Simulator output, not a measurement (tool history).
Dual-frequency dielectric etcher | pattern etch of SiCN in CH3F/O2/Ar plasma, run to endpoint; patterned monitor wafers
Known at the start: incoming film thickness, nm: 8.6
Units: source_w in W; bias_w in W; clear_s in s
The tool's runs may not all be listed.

run	hour	source_w	bias_w	clear_s
1	0	400	83	24.548
2	7.1	420	84	23.872
3	14.4	430	85	23.911
4	15.5	430	71	25.425
5	16.5	430	56	27.149
6	23.2	460	61	26.028
7	23.8	480	66	24.882
8	25.2	500	69	24.237
9	26.8	510	71	23.957

Run 10 comes next. What will it give?
10	34.4	520	73	?

clear_s: 23.313 s
